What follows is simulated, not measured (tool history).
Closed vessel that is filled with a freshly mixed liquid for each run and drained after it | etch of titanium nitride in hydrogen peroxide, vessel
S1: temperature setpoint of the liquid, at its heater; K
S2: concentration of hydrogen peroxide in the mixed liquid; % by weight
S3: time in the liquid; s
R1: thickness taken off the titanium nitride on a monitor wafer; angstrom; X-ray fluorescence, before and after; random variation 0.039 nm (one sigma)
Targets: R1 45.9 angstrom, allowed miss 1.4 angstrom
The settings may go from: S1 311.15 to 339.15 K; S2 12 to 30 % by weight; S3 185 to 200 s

run 1 hour=0 | S1=327.15 S2=21.5 S3=185 | R1=124.15
run 2 hour=1.5 | S1=332.65 S2=21.5 S3=185 | R1=179.72
run 3 hour=7.3 | S1=330.65 S2=21.5 S3=185 | R1=157.37
run 4 hour=16.5 | S1=330.65 S2=19 S3=185 | R1=154.26
run 5 hour=18.8 | S1=327.15 S2=19 S3=185 | R1=120.62
run 6 hour=27 | S1=325.65 S2=19 S3=185 | R1=109.36
run 7 hour=28.5 | S1=324.15 S2=19 S3=185 | R1=100.01
run 8 hour=36.5 | S1=323.15 S2=19 S3=185 | R1=90.742
run 9 hour=40.7 | S1=322.15 S2=19 S3=185 | R1=86
run 10 hour=47.6 | S1=321.15 S2=19 S3=185 | R1=78.808
run 11 hour=51.3 | S1=313.15 S2=18.5 S3=185 | R1=43.46

Which of these 4 next moves meets every target?
run A hour=55 | S1=313.65 S2=22 S3=200 | R1=?
run B hour=55 | S1=312.15 S2=22.5 S3=190 | R1=?
run C hour=55 | S1=313.15 S2=25.5 S3=185 | R1=?
run D hour=55 | S1=315.15 S2=19.5 S3=185 | R1=?

move=A R1=50.428
move=B R1=42.886
move=C R1=46.351
move=D R1=50.964
A: takes the result that was furthest off past its target
B: further off than the last run
C: meets every target
D: takes the result that was furthest off past its target
The right move is C.
